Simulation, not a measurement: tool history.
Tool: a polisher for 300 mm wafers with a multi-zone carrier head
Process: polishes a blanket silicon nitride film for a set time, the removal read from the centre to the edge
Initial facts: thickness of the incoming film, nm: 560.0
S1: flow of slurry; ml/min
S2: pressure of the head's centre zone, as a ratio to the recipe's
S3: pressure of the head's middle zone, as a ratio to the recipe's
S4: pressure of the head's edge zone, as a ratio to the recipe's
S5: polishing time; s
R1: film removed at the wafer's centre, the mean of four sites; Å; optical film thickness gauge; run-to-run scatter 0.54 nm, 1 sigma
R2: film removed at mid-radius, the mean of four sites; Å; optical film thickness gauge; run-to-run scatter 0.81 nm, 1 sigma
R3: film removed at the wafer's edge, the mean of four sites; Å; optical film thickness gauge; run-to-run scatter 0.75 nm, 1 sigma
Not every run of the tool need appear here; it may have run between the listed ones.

run,hour,S1,S2,S3,S4,S5,R1,R2,R3
1,0.0,285,1.00,1.00,1.00,55,934.33,966.04,950.94
2,7.5,285,0.99,1.00,0.97,52,879.08,915.33,860.37
3,11.6,285,1.07,1.00,0.97,52,928.00,911.97,888.29
4,13.4,285,1.07,0.95,0.97,52,947.25,865.47,881.91
5,18.3,285,1.07,1.00,0.97,52,948.32,915.52,887.11
6,22.1,280,1.02,0.98,0.94,51,873.67,883.00,852.01
# hour 29.7: worn pad replaced by a new one
7,29.7,295,1.01,0.97,0.92,49,920.32,934.43,891.66
8,37.8,270,1.01,0.98,0.93,49,914.61,897.95,892.01
9,42.2,295,1.02,0.98,0.97,48,919.35,907.40,869.31
10,44.3,275,1.01,1.00,0.96,45,842.40,862.89,841.46

What will run 11 give?
11,53.2,275,1.02,1.02,0.95,41,?,?,?

{"run 11": {"R1": 775.74, "R2": 798.14, "R3": 741.05}}

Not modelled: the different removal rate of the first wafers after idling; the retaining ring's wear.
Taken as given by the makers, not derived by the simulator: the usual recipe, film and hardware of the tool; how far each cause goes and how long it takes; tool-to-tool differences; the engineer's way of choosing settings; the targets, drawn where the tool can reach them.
